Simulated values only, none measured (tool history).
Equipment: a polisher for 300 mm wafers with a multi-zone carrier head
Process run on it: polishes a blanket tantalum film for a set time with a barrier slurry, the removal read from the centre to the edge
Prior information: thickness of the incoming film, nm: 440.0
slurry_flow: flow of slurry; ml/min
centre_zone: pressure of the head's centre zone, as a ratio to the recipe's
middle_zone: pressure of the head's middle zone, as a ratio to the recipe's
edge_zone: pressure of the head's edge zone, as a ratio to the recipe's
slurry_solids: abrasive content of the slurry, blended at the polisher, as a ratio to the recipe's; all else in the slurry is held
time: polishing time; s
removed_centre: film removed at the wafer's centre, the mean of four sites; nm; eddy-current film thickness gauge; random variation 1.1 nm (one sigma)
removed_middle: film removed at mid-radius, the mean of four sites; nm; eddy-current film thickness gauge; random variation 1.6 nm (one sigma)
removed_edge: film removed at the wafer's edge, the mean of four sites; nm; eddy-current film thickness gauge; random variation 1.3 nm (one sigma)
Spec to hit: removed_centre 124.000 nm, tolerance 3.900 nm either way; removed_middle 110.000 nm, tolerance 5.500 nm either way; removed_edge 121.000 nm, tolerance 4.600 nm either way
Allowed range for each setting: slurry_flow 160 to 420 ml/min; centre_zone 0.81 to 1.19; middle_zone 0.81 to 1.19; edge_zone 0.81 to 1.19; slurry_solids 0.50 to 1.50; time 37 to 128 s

run 1 day=0.000 | slurry_flow=270 centre_zone=1.00 middle_zone=1.00 edge_zone=1.00 slurry_solids=1.00 time=82 | removed_centre=87.084 removed_middle=87.287 removed_edge=88.546
run 2 day=0.371 | slurry_flow=270 centre_zone=1.02 middle_zone=1.00 edge_zone=1.02 slurry_solids=1.10 time=83 | removed_centre=93.159 removed_middle=89.693 removed_edge=91.807
run 3 day=0.392 | slurry_flow=270 centre_zone=1.09 middle_zone=1.00 edge_zone=1.02 slurry_solids=1.10 time=83 | removed_centre=98.589 removed_middle=92.831 removed_edge=94.022
run 4 day=0.450 | slurry_flow=270 centre_zone=1.09 middle_zone=1.06 edge_zone=1.02 slurry_solids=1.10 time=83 | removed_centre=98.152 removed_middle=95.293 removed_edge=92.309
run 5 day=0.508 | slurry_flow=270 centre_zone=1.09 middle_zone=1.05 edge_zone=1.04 slurry_solids=1.15 time=84 | removed_centre=100.960 removed_middle=95.553 removed_edge=93.815
run 6 day=0.729 | slurry_flow=270 centre_zone=1.08 middle_zone=1.03 edge_zone=1.05 slurry_solids=1.20 time=87 | removed_centre=103.970 removed_middle=99.961 removed_edge=100.770
run 7 day=0.767 | slurry_flow=275 centre_zone=1.09 middle_zone=1.02 edge_zone=1.06 slurry_solids=1.25 time=88 | removed_centre=108.670 removed_middle=102.790 removed_edge=105.530
run 8 day=1.029 | slurry_flow=275 centre_zone=1.09 middle_zone=1.02 edge_zone=1.06 slurry_solids=1.25 time=88 | removed_centre=107.330 removed_middle=104.670 removed_edge=103.800
run 9 day=1.258 | slurry_flow=295 centre_zone=1.15 middle_zone=0.97 edge_zone=1.16 slurry_solids=1.50 time=90 | removed_centre=121.910 removed_middle=107.560 removed_edge=113.540

Next run, 4 choices. One meets every target within its allowed miss, the rest don't. Which?
run A day=1.488 | slurry_flow=305 centre_zone=1.17 middle_zone=0.98 edge_zone=1.14 slurry_solids=1.45 time=86 | removed_centre=? removed_middle=? removed_edge=?
run B day=1.488 | slurry_flow=335 centre_zone=1.19 middle_zone=1.01 edge_zone=1.08 slurry_solids=1.50 time=88 | removed_centre=? removed_middle=? removed_edge=?
run C day=1.488 | slurry_flow=285 centre_zone=1.19 middle_zone=1.06 edge_zone=1.01 slurry_solids=1.50 time=89 | removed_centre=? removed_middle=? removed_edge=?
run D day=1.488 | slurry_flow=280 centre_zone=1.10 middle_zone=0.96 edge_zone=1.15 slurry_solids=1.40 time=97 | removed_centre=? removed_middle=? removed_edge=?

move=A removed_centre=119.310 removed_middle=100.810 removed_edge=106.380
move=B removed_centre=126.230 removed_middle=107.090 removed_edge=107.900
move=C removed_centre=125.400 removed_middle=110.200 removed_edge=104.750
move=D removed_centre=124.880 removed_middle=110.220 removed_edge=118.660
A: its largest miss is bigger than the last run's
B: its largest miss is bigger than the last run's
C: its largest miss is bigger than the last run's
D: every result lands within tolerance
Correct choice: D, which meets every target
